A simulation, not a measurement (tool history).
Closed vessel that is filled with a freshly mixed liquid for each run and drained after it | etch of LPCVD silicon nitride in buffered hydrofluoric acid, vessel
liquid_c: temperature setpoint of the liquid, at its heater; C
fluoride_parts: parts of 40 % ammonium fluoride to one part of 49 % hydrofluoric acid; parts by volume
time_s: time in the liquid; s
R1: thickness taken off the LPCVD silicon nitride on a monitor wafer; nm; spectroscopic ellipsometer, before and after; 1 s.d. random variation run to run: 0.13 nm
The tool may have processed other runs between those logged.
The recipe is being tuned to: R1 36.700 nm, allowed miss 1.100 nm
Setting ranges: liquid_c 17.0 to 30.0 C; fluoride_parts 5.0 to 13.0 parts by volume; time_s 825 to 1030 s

{"run": 1, "hour": 0.0, "liquid_c": 22.0, "fluoride_parts": 8.0, "time_s": 1030, "R1": 17.225}
{"run": 2, "hour": 4.8, "liquid_c": 23.5, "fluoride_parts": 7.5, "time_s": 1030, "R1": 20.021}
{"run": 3, "hour": 8.8, "liquid_c": 25.0, "fluoride_parts": 7.0, "time_s": 1030, "R1": 23.341}
{"run": 4, "hour": 13.7, "liquid_c": 25.0, "fluoride_parts": 8.0, "time_s": 1030, "R1": 20.161}
{"run": 5, "hour": 21.1, "liquid_c": 25.0, "fluoride_parts": 6.5, "time_s": 1030, "R1": 25.078}
{"run": 6, "hour": 28.7, "liquid_c": 26.0, "fluoride_parts": 6.5, "time_s": 1030, "R1": 26.454}
{"run": 7, "hour": 34.9, "liquid_c": 27.0, "fluoride_parts": 6.5, "time_s": 1030, "R1": 27.684}
{"run": 8, "hour": 42.6, "liquid_c": 27.5, "fluoride_parts": 6.5, "time_s": 1030, "R1": 28.563}

Consider the 4 candidate settings below. Which is the only one whose results all fall within their allowed miss of target?
{"run": "A", "hour": 50.3, "liquid_c": 30.0, "fluoride_parts": 5.0, "time_s": 935, "R1": "?"}
{"run": "B", "hour": 50.3, "liquid_c": 29.0, "fluoride_parts": 8.0, "time_s": 855, "R1": "?"}
{"run": "C", "hour": 50.3, "liquid_c": 28.5, "fluoride_parts": 5.5, "time_s": 1000, "R1": "?"}
{"run": "D", "hour": 50.3, "liquid_c": 29.0, "fluoride_parts": 5.5, "time_s": 985, "R1": "?"}

move=A R1=36.941
move=B R1=20.823
move=C R1=33.697
move=D R1=34.078
A: every result within its allowed miss
B: lands further from the targets than the last run did
C: an improvement on the last run, though not all results are within tolerance
D: an improvement on the last run, though not all results are within tolerance
Go with A: it meets all targets.
